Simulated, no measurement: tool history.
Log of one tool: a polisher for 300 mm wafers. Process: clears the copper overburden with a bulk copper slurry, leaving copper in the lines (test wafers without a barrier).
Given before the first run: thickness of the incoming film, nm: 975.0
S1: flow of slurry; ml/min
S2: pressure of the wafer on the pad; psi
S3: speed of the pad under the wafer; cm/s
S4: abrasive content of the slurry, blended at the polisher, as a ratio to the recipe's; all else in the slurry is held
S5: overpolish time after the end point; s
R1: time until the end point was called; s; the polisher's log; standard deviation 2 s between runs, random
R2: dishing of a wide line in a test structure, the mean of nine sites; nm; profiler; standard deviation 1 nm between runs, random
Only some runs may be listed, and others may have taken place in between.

| run | hour | S1 | S2 | S3 | S4 | S5 | R1 | R2 |
|---|---|---|---|---|---|---|---|---|
| 1 | 0 | 300 | 2.3 | 102 | 1 | 10 | 139.16 | 48.657 |
| 2 | 7.5 | 300 | 2.9 | 102 | 1 | 10 | 113.76 | 58.758 |
| 3 | 14.1 | 300 | 2.9 | 76 | 1 | 10 | 146.89 | 45.929 |
| 4 | 22.4 | 300 | 2.9 | 76 | 1 | 6 | 145.92 | 29.711 |
| 5 | 31.3 | 295 | 2.8 | 86 | 1 | 7 | 135.22 | 36.568 |
| 6 | 36.1 | 295 | 2.8 | 86 | 0.8 | 7 | 140.54 | 34.387 |
| 7 | 41.2 | 295 | 2.8 | 86 | 0.8 | 7 | 141.8 | 34.323 |

Forecast run 8:
| 8 | 45.2 | 300 | 2.7 | 94 | 0.85 | 8 | ? | ? |

Run 8 produced R1 133.14 s, R2 40.697 nm.
